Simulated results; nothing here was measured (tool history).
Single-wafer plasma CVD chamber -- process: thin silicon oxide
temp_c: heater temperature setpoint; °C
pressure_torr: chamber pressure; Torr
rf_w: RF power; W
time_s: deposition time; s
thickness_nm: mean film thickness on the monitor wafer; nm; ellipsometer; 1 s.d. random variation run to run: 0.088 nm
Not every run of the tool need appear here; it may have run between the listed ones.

Run 1, hour 0: temp_c 395 °C, pressure_torr 0.812 Torr, rf_w 210 W, time_s 13.8 s. Result: thickness_nm 21.356 nm.
Run 2, hour 1.2: temp_c 395 °C, pressure_torr 0.887 Torr, rf_w 210 W, time_s 13.8 s. Result: thickness_nm 22.985 nm.
Run 3, hour 7.1: temp_c 395 °C, pressure_torr 0.839 Torr, rf_w 210 W, time_s 13.8 s. Result: thickness_nm 21.871 nm.
Run 4, hour 15.7: temp_c 395 °C, pressure_torr 0.839 Torr, rf_w 210 W, time_s 14.2 s. Result: thickness_nm 22.657 nm.
Run 5, hour 21: temp_c 395 °C, pressure_torr 0.839 Torr, rf_w 235 W, time_s 14.2 s. Result: thickness_nm 24.34 nm.
Run 6, hour 23.9: temp_c 395 °C, pressure_torr 0.777 Torr, rf_w 235 W, time_s 14.2 s. Result: thickness_nm 22.472 nm.
Run 7, hour 28.9: temp_c 395 °C, pressure_torr 0.74 Torr, rf_w 235 W, time_s 14.2 s. Result: thickness_nm 21.642 nm.

For run 8, what comes out?
Run 8, hour 35: temp_c 395 °C, pressure_torr 0.712 Torr, rf_w 235 W, time_s 14.2 s. Result: thickness_nm ?.

thickness_nm: 20.603 nm
